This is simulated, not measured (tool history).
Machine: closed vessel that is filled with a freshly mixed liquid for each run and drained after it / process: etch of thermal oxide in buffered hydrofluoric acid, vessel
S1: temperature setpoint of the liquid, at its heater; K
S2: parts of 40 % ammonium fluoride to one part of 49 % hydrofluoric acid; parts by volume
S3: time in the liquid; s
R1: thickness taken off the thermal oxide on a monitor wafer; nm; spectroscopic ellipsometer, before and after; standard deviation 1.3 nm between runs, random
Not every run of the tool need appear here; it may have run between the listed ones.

| run | hour | S1 | S2 | S3 | R1 |
|---|---|---|---|---|---|
| 1 | 0 | 295.15 | 15.5 | 105 | 70.614 |
| 2 | 2.9 | 296.65 | 14 | 105 | 85.066 |
| 3 | 5.7 | 298.15 | 13 | 105 | 100.8 |
| 4 | 10.7 | 298.15 | 13 | 110 | 102.58 |
| 5 | 15.4 | 298.15 | 13 | 105 | 99.87 |
| 6 | 17.8 | 298.15 | 16.5 | 105 | 78.835 |
| 7 | 22.5 | 302.15 | 11.5 | 105 | 137.97 |
| 8 | 29.6 | 302.15 | 11 | 105 | 146.29 |
| 9 | 38.5 | 302.15 | 11 | 105 | 144.77 |
| 10 | 41.7 | 303.15 | 8.5 | 105 | 191.37 |

What will run 11 give?
| 11 | 45.6 | 302.65 | 8.5 | 105 | ? |

Run 11 gave R1 183.86 nm.
